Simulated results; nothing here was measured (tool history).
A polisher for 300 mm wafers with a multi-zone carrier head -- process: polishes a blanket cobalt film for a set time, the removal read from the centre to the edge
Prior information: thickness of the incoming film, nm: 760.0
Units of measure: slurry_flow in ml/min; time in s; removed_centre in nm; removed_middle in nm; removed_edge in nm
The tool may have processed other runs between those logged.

run,hour,slurry_flow,centre_zone,middle_zone,edge_zone,time,removed_centre,removed_middle,removed_edge
1,0.0,165,1.00,1.00,1.00,37,205.15,205.91,212.02
2,4.1,170,1.01,1.00,1.02,38,213.07,210.66,219.91
3,12.6,175,1.02,1.01,1.03,39,226.29,218.61,226.36
4,20.4,180,1.02,1.01,1.04,40,226.81,226.31,233.29
5,25.1,180,1.02,1.01,1.04,46,266.04,258.92,262.80
6,26.7,180,0.98,1.01,1.04,46,248.73,260.74,265.26
7,34.5,185,0.99,1.01,1.05,46,256.82,259.32,269.84
8,40.7,190,1.00,1.01,1.06,46,262.36,258.68,270.65
9,43.7,195,1.01,1.01,1.06,46,265.94,260.43,267.38
10,48.2,195,1.02,1.01,1.07,46,270.24,261.73,273.74
11,52.1,200,1.03,1.01,1.07,46,274.75,264.01,272.20
12,60.1,205,1.03,1.01,1.08,46,273.13,262.36,272.91
13,65.4,205,1.04,1.01,1.09,46,270.52,263.48,277.99
14,71.4,210,1.05,1.01,1.09,46,278.52,264.85,280.62
15,79.8,215,1.06,1.01,1.09,46,285.78,263.48,274.34
16,86.9,215,1.06,1.01,1.10,46,279.05,265.73,279.10

Run 17 has not been measured yet. What should we expect?
17,89.0,215,1.07,1.01,1.10,46,?,?,?

{"run 17": {"removed_centre": 281.12, "removed_middle": 263.29, "removed_edge": 278.05}}

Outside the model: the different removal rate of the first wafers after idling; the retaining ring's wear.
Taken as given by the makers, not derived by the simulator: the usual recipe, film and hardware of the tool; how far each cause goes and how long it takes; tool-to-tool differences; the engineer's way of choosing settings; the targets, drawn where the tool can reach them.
